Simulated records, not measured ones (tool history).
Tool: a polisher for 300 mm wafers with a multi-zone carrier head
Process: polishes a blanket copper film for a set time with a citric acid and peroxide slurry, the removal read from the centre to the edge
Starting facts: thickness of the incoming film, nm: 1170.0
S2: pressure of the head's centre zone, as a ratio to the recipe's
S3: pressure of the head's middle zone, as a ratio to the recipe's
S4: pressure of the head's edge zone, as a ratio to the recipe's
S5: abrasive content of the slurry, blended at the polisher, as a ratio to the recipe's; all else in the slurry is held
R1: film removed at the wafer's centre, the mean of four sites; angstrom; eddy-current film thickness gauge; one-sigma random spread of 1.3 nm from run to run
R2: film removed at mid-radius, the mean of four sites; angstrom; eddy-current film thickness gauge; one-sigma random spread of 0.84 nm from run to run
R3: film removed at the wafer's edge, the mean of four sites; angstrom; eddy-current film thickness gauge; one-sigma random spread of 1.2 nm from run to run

Run 1, day 0: flow of slurry (ml/min) 295, S2 1, S3 1, S4 1, S5 1, polishing time (s) 34. Result: R1 875.43 angstrom, R2 849.4 angstrom, R3 881.84 angstrom.
Run 2, day 0.262: flow of slurry (ml/min) 300, S2 1.03, S3 1, S4 1.01, S5 1.05, polishing time (s) 34. Result: R1 930.39 angstrom, R2 879.53 angstrom, R3 902.35 angstrom.
Run 3, day 0.533: flow of slurry (ml/min) 300, S2 1.03, S3 1, S4 1.01, S5 1.05, polishing time (s) 41. Result: R1 1109.5 angstrom, R2 1036.1 angstrom, R3 1111 angstrom.
Run 4, day 0.767: flow of slurry (ml/min) 300, S2 1.04, S3 0.99, S4 0.99, S5 1.05, polishing time (s) 41. Result: R1 1112.7 angstrom, R2 1027.9 angstrom, R3 1080.9 angstrom.
Run 5, day 0.929: flow of slurry (ml/min) 295, S2 1.05, S3 0.98, S4 0.98, S5 1.05, polishing time (s) 41. Result: R1 1114.5 angstrom, R2 1053.7 angstrom, R3 1071.3 angstrom.
Run 6, day 0.979: flow of slurry (ml/min) 305, S2 1.07, S3 0.96, S4 0.99, S5 1, polishing time (s) 41. Result: R1 1123.6 angstrom, R2 1012.4 angstrom, R3 1070.8 angstrom.
Run 7, day 1.108: flow of slurry (ml/min) 305, S2 1.09, S3 0.94, S4 0.98, S5 1, polishing time (s) 41. Result: R1 1158.9 angstrom, R2 1001.7 angstrom, R3 1081 angstrom.

Expected results for the next run?
Run 8, day 1.15: flow of slurry (ml/min) 305, S2 1.1, S3 0.93, S4 0.96, S5 1, polishing time (s) 41. Result: R1 ?, R2 ?, R3 ?.

{"run 8": {"R1": 1173.2, "R2": 989.24, "R3": 1061.5}}
